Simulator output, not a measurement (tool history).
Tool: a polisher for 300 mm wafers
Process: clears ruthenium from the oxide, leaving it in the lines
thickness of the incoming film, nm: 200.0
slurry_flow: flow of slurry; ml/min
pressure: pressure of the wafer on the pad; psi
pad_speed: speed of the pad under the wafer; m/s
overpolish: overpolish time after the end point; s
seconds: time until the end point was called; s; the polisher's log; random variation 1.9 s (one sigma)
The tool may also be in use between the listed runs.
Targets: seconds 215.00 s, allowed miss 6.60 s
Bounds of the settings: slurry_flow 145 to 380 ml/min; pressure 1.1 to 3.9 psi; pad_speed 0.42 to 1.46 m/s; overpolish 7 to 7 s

Run 1, hour 0.0: slurry_flow 245 ml/min, pressure 2.5 psi, pad_speed 0.94 m/s, overpolish 7 s. Result: seconds 144.22 s.
Run 2, hour 7.0: slurry_flow 305 ml/min, pressure 2.5 psi, pad_speed 0.94 m/s, overpolish 7 s. Result: seconds 142.00 s.
Run 3, hour 8.9: slurry_flow 305 ml/min, pressure 2.3 psi, pad_speed 0.94 m/s, overpolish 7 s. Result: seconds 151.75 s.
Run 4, hour 15.0: slurry_flow 305 ml/min, pressure 2.1 psi, pad_speed 0.94 m/s, overpolish 7 s. Result: seconds 160.34 s.
Run 5, hour 19.8: slurry_flow 305 ml/min, pressure 1.9 psi, pad_speed 0.94 m/s, overpolish 7 s. Result: seconds 173.67 s.
Run 6, hour 22.0: slurry_flow 305 ml/min, pressure 1.8 psi, pad_speed 0.94 m/s, overpolish 7 s. Result: seconds 183.18 s.
Run 7, hour 25.5: slurry_flow 300 ml/min, pressure 1.7 psi, pad_speed 0.94 m/s, overpolish 7 s. Result: seconds 191.53 s.
Run 8, hour 31.2: slurry_flow 300 ml/min, pressure 1.7 psi, pad_speed 0.94 m/s, overpolish 7 s. Result: seconds 192.69 s.
Run 9, hour 31.8: slurry_flow 290 ml/min, pressure 1.7 psi, pad_speed 0.94 m/s, overpolish 7 s. Result: seconds 190.90 s.

Which of these 5 next moves meets every target?
Run A, hour 32.4: slurry_flow 270 ml/min, pressure 1.5 psi, pad_speed 0.94 m/s, overpolish 7 s. Result: seconds ?.
Run B, hour 32.4: slurry_flow 275 ml/min, pressure 1.6 psi, pad_speed 0.82 m/s, overpolish 7 s. Result: seconds ?.
Run C, hour 32.4: slurry_flow 245 ml/min, pressure 1.9 psi, pad_speed 0.70 m/s, overpolish 7 s. Result: seconds ?.
Run D, hour 32.4: slurry_flow 325 ml/min, pressure 1.6 psi, pad_speed 0.80 m/s, overpolish 7 s. Result: seconds ?.
Run E, hour 32.4: slurry_flow 285 ml/min, pressure 2.5 psi, pad_speed 0.78 m/s, overpolish 7 s. Result: seconds ?.

move  seconds
   A   211.64
   B   229.67
   C   236.16
   D   232.25
   E   168.07
A: meets every target
B: takes the result that was furthest off past its target
C: takes the result that was furthest off past its target
D: takes the result that was furthest off past its target
E: further off than the last run
The right move is A.
